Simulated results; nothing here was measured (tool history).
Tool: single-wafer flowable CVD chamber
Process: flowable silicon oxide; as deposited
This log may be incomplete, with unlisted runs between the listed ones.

run  hour  heater temperature setpoint (°C)  chamber pressure (Torr)  RF power (W)  deposition time (s)  mean film thickness on the monitor wafer (Å)
  1   0.0                               105                     1.07          2475                  737                                        5788.9
  2   1.0                               114                     1.07          2475                  737                                        4157.5
  3   7.6                               114                     1.07          2475                  760                                        4295.0
  4  13.4                               114                     0.95          2475                  760                                        3805.3
  5  19.2                               114                     0.95          2475                  760                                        3822.8
  6  26.7                               115                     0.95          2475                  760                                        3663.8
  7  30.3                               116                     0.95          2475                  760                                        3566.1
  8  34.7                               117                     0.95          2475                  760                                        3440.0
  9  37.8                               118                     0.95          2475                  760                                        3330.8
 10  38.8                               119                     0.95          2475                  760                                        3195.6

Expected results for the next run?
 11  44.4                               120                     0.95          2475                  760                                             ?

{"run 11": {"mean film thickness on the monitor wafer (Å)": 3102.9}}

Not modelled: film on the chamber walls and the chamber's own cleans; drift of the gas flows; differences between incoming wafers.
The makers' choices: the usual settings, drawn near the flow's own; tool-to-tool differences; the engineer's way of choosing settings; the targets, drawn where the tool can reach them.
